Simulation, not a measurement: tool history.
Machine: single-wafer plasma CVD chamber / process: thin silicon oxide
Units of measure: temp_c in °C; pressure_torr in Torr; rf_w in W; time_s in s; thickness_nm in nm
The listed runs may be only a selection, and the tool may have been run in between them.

Run 1, day 0.000: temp_c 425 °C, pressure_torr 0.606 Torr, rf_w 220 W, time_s 3.65 s. Result: thickness_nm 4.0288 nm.
Run 2, day 0.308: temp_c 430 °C, pressure_torr 0.606 Torr, rf_w 220 W, time_s 3.65 s. Result: thickness_nm 4.0571 nm.
Run 3, day 0.367: temp_c 430 °C, pressure_torr 0.606 Torr, rf_w 190 W, time_s 3.65 s. Result: thickness_nm 3.7854 nm.
Run 4, day 0.429: temp_c 426 °C, pressure_torr 0.606 Torr, rf_w 190 W, time_s 3.65 s. Result: thickness_nm 3.7936 nm.
Run 5, day 0.754: temp_c 426 °C, pressure_torr 0.593 Torr, rf_w 190 W, time_s 3.65 s. Result: thickness_nm 3.7148 nm.
Run 6, day 1.000: temp_c 416 °C, pressure_torr 0.593 Torr, rf_w 190 W, time_s 3.65 s. Result: thickness_nm 3.7790 nm.

Estimate the outcome of run 7 from the log above:
Run 7, day 1.333: temp_c 416 °C, pressure_torr 0.593 Torr, rf_w 190 W, time_s 3.65 s. Result: thickness_nm ?.

thickness_nm: 3.7843 nm

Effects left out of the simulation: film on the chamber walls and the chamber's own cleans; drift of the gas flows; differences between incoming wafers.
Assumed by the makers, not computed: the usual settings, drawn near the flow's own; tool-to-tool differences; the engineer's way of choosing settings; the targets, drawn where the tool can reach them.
